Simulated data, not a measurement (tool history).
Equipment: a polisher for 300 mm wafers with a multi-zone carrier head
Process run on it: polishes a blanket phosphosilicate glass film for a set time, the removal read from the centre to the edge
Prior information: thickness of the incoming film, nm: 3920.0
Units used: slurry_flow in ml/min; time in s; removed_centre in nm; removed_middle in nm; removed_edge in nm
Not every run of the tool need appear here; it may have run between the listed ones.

Run 1, hour 0.0: slurry_flow 215 ml/min, centre_zone 1.00, middle_zone 1.00, edge_zone 1.00, slurry_solids 1.00, time 72 s. Result: removed_centre 637.72 nm, removed_middle 648.80 nm, removed_edge 633.98 nm.
Run 2, hour 8.0: slurry_flow 205 ml/min, centre_zone 0.97, middle_zone 0.98, edge_zone 0.98, slurry_solids 1.00, time 72 s. Result: removed_centre 617.08 nm, removed_middle 635.22 nm, removed_edge 617.42 nm.
Run 3, hour 14.9: slurry_flow 195 ml/min, centre_zone 0.94, middle_zone 0.96, edge_zone 0.98, slurry_solids 1.00, time 72 s. Result: removed_centre 590.26 nm, removed_middle 610.07 nm, removed_edge 625.82 nm.
Run 4, hour 16.3: slurry_flow 195 ml/min, centre_zone 0.94, middle_zone 0.96, edge_zone 0.98, slurry_solids 1.10, time 72 s. Result: removed_centre 613.43 nm, removed_middle 631.95 nm, removed_edge 653.68 nm.
Run 5, hour 24.4: slurry_flow 185 ml/min, centre_zone 0.92, middle_zone 0.95, edge_zone 0.96, slurry_solids 1.05, time 72 s. Result: removed_centre 580.54 nm, removed_middle 619.42 nm, removed_edge 632.55 nm.
Run 6, hour 25.6: slurry_flow 180 ml/min, centre_zone 0.90, middle_zone 0.93, edge_zone 0.94, slurry_solids 1.05, time 72 s. Result: removed_centre 564.45 nm, removed_middle 605.47 nm, removed_edge 625.86 nm.
Run 7, hour 30.9: slurry_flow 175 ml/min, centre_zone 0.89, middle_zone 0.92, edge_zone 0.92, slurry_solids 1.05, time 72 s. Result: removed_centre 561.57 nm, removed_middle 596.69 nm, removed_edge 607.54 nm.
Run 8, hour 36.7: slurry_flow 170 ml/min, centre_zone 0.87, middle_zone 0.91, edge_zone 0.91, slurry_solids 1.05, time 72 s. Result: removed_centre 541.87 nm, removed_middle 594.34 nm, removed_edge 597.49 nm.
Run 9, hour 44.8: slurry_flow 165 ml/min, centre_zone 0.86, middle_zone 0.90, edge_zone 0.90, slurry_solids 1.05, time 72 s. Result: removed_centre 532.44 nm, removed_middle 574.84 nm, removed_edge 601.71 nm.

Run 10 is up next; what results do you expect?
Run 10, hour 48.1: slurry_flow 150 ml/min, centre_zone 0.81, middle_zone 0.92, edge_zone 0.82, slurry_solids 0.95, time 72 s. Result: removed_centre ?, removed_middle ?, removed_edge ?.

{"run 10": {"removed_centre": 474.15, "removed_middle": 555.77, "removed_edge": 555.38}}
